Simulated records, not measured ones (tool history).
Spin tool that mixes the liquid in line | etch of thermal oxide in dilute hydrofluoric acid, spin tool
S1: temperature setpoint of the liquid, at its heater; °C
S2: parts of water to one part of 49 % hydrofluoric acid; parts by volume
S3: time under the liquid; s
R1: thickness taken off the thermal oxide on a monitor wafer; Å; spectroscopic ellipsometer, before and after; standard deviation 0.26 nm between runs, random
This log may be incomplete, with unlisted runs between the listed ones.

run  hour    S1  S2   S3      R1
  1   0.0  23.0  50  280  277.98
  2   2.9  25.0  45  280  337.47
  3   3.5  25.0  45  300  362.95
  4  10.6  26.5  45  300  383.21
  5  19.2  26.5  55  300  310.94
  6  25.1  27.5  50  300  354.46

Run 7 comes next. What will it give?
  7  30.8  27.5  50  300   ?

Logged for run 7: R1 362.85 Å.
